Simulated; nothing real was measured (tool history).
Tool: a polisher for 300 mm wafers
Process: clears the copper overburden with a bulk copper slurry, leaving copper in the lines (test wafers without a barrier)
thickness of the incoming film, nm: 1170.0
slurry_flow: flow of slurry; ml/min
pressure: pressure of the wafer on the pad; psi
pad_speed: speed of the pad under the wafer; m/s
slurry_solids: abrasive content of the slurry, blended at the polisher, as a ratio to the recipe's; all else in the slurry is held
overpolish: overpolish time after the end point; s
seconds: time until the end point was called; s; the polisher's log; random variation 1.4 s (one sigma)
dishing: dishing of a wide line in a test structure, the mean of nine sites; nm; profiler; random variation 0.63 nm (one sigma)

| run | hour | slurry_flow | pressure | pad_speed | slurry_solids | overpolish | seconds | dishing |
|---|---|---|---|---|---|---|---|---|
| 1 | 0 | 145 | 1.9 | 1.26 | 1 | 19 | 119.86 | 60.144 |
| 2 | 5.6 | 145 | 1.9 | 1.26 | 0.9 | 19 | 120.42 | 58.565 |
| 3 | 9.1 | 145 | 2.3 | 1.26 | 0.9 | 19 | 100.85 | 62.677 |
| 4 | 15 | 145 | 2.1 | 1.26 | 0.9 | 19 | 109.82 | 58.878 |
| 5 | 20.2 | 145 | 2 | 1.26 | 0.8 | 16 | 117.71 | 58.124 |
| 6 | 26.2 | 140 | 1.8 | 1.28 | 0.95 | 14 | 126.97 | 51.731 |

Forecast run 7:
| 7 | 29.8 | 125 | 1.7 | 1.3 | 1.1 | 12 | ? | ? |

{"run 7": {"seconds": 130.65, "dishing": 45.647}}

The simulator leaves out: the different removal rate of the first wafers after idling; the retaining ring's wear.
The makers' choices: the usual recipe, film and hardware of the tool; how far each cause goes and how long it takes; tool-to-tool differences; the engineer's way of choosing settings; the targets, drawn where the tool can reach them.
